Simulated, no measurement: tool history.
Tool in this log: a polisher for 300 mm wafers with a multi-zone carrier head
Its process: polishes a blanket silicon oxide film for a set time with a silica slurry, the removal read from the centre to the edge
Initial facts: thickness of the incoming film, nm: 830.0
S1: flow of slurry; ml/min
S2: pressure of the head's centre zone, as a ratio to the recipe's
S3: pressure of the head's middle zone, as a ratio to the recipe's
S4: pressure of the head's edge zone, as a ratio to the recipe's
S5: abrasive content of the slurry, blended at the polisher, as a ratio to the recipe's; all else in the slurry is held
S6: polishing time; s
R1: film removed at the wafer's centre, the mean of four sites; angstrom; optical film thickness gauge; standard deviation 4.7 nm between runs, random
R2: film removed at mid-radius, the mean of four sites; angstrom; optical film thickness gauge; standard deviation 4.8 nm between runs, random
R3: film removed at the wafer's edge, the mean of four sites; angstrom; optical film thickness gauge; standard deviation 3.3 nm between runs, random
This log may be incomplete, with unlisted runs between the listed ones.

run,hour,S1,S2,S3,S4,S5,S6,R1,R2,R3
1,0.0,310,1.00,1.00,1.00,1.00,80,2537.4,2585.6,2638.6
2,2.5,310,1.02,1.00,1.02,1.05,80,2625.1,2582.0,2649.4
3,5.2,310,1.02,1.00,1.03,1.15,81,2717.4,2693.8,2794.1
4,9.9,280,1.02,1.00,1.03,1.15,81,2715.2,2693.6,2810.9
5,11.9,280,1.02,1.00,1.03,1.15,65,2138.7,2111.6,2242.3
6,12.8,280,1.02,1.04,1.03,1.15,65,2165.6,2198.7,2242.3

What will run 7 give?
# hour 17.5: slurry nozzle cleaned
7,17.5,280,1.03,1.04,1.04,1.20,69,?,?,?

R1: 2473.7 angstrom
R2: 2452.2 angstrom
R3: 2460.8 angstrom
